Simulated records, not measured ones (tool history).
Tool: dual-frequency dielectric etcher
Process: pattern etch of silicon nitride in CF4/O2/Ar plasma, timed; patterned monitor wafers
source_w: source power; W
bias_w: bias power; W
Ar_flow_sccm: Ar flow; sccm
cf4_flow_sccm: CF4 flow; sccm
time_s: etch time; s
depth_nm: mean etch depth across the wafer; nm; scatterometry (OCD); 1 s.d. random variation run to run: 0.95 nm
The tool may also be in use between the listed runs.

run  hour  source_w  bias_w  Ar_flow_sccm  cf4_flow_sccm  time_s  depth_nm
  1   0.0       410      58           137             85   177.5    252.39
  2   2.7       410      68           137             85   177.5    264.15
  3   9.7       400      68           137             85   177.5    259.23
  4  10.8       390      68           137             85   177.5    253.61
  5  19.5       380      68           137             85   177.5    245.36
  6  28.2       380      72           137             85   177.5    250.98
  7  36.5       370      72           137             85   177.5    246.38
  8  37.2       360      72           137             85   177.5    237.87
  9  40.9       310      71           137             85   177.5    202.00

Predict the results of run 10:
 10  48.2       320      71           137             85   177.5         ?

Logged for run 10: depth_nm 208.49 nm.
